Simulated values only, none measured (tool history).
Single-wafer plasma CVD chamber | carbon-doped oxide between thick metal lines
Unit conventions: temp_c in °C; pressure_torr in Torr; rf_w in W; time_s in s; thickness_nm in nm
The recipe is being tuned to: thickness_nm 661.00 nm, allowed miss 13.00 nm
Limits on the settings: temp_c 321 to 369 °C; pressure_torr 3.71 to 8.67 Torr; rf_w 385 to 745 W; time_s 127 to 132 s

run 1 day=0.000 | temp_c=345 pressure_torr=6.19 rf_w=565 time_s=127 | thickness_nm=743.10
run 2 day=0.288 | temp_c=339 pressure_torr=6.19 rf_w=565 time_s=127 | thickness_nm=755.21
run 3 day=0.617 | temp_c=341 pressure_torr=5.99 rf_w=555 time_s=127 | thickness_nm=737.29
run 4 day=0.704 | temp_c=343 pressure_torr=5.75 rf_w=550 time_s=127 | thickness_nm=725.14
run 5 day=0.825 | temp_c=343 pressure_torr=5.75 rf_w=595 time_s=127 | thickness_nm=754.44
run 6 day=1.196 | temp_c=345 pressure_torr=5.44 rf_w=585 time_s=127 | thickness_nm=734.32
run 7 day=1.538 | temp_c=347 pressure_torr=5.22 rf_w=580 time_s=127 | thickness_nm=734.52
run 8 day=1.592 | temp_c=348 pressure_torr=5.07 rf_w=565 time_s=127 | thickness_nm=708.06
run 9 day=1.642 | temp_c=349 pressure_torr=4.93 rf_w=565 time_s=127 | thickness_nm=707.95
run 10 day=1.696 | temp_c=350 pressure_torr=4.77 rf_w=560 time_s=127 | thickness_nm=689.51
run 11 day=1.975 | temp_c=351 pressure_torr=4.70 rf_w=560 time_s=127 | thickness_nm=683.40
run 12 day=2.146 | temp_c=352 pressure_torr=4.65 rf_w=560 time_s=127 | thickness_nm=680.54
run 13 day=2.275 | temp_c=353 pressure_torr=4.61 rf_w=560 time_s=127 | thickness_nm=675.68
run 14 day=2.558 | temp_c=354 pressure_torr=4.59 rf_w=560 time_s=127 | thickness_nm=683.35
run 15 day=2.675 | temp_c=354 pressure_torr=4.50 rf_w=560 time_s=127 | thickness_nm=676.05
run 16 day=2.929 | temp_c=354 pressure_torr=4.50 rf_w=560 time_s=127 | thickness_nm=676.36

Exercise: of the 5 proposed moves below, exactly one satisfies all targets within the stated allowed misses. Which move is it?
run A day=3.183 | temp_c=351 pressure_torr=5.46 rf_w=515 time_s=130 | thickness_nm=?
run B day=3.183 | temp_c=354 pressure_torr=4.44 rf_w=500 time_s=127 | thickness_nm=?
run C day=3.183 | temp_c=355 pressure_torr=3.97 rf_w=575 time_s=127 | thickness_nm=?
run D day=3.183 | temp_c=361 pressure_torr=5.66 rf_w=480 time_s=127 | thickness_nm=?
run E day=3.183 | temp_c=352 pressure_torr=3.71 rf_w=605 time_s=127 | thickness_nm=?

move=A thickness_nm=691.45
move=B thickness_nm=629.56
move=C thickness_nm=666.56
move=D thickness_nm=635.36
move=E thickness_nm=684.59
A: moves away from the targets compared with the last run
B: moves the result that the last run missed by most past its target, out the other side
C: every result lands within tolerance
D: moves the result that the last run missed by most past its target, out the other side
E: moves away from the targets compared with the last run
Move C is the one to make.

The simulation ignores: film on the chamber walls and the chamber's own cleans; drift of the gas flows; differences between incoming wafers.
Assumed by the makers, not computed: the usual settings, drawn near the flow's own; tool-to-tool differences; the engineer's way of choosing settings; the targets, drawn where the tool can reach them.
